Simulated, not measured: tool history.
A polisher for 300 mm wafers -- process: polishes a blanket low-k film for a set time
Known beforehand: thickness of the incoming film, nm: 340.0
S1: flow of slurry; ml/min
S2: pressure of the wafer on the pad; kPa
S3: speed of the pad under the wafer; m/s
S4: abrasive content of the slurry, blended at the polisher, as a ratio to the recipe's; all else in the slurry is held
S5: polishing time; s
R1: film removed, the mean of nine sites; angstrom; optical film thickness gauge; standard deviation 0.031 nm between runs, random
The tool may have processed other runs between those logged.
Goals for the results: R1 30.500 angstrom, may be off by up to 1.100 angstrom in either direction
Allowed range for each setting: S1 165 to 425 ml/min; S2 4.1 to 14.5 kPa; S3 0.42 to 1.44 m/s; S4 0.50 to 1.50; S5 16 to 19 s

run  hour   S1   S2    S3    S4  S5      R1
  1   0.0  275  9.0  0.92  1.00  19  59.341
  2   3.5  275  9.0  0.92  1.00  16  50.729
  3   6.2  275  7.6  0.92  1.00  16  43.431
  4  11.1  275  6.9  0.92  1.00  16  40.609
  5  13.1  275  6.9  0.92  1.00  16  40.372
  6  18.2  275  6.2  0.92  1.00  16  36.426
  7  24.5  275  6.2  0.92  1.00  16  35.892
  8  29.8  275  4.8  0.92  1.00  16  29.001

Pick the move, out of 4, that brings all results within their allowed miss; only one does.
  A  35.1  320  5.5  0.78  0.80  18   ?
  B  35.1  200  5.5  0.82  0.95  16   ?
  C  35.1  195  5.5  0.74  0.85  18   ?
  D  35.1  340  6.2  0.76  0.95  16   ?

move      R1
   A  27.416
   B  27.644
   C  26.137
   D  30.682
A: the biggest miss grows against the last run
B: the biggest miss grows against the last run
C: the biggest miss grows against the last run
D: each result inside its tolerance
Move D is the one to make.

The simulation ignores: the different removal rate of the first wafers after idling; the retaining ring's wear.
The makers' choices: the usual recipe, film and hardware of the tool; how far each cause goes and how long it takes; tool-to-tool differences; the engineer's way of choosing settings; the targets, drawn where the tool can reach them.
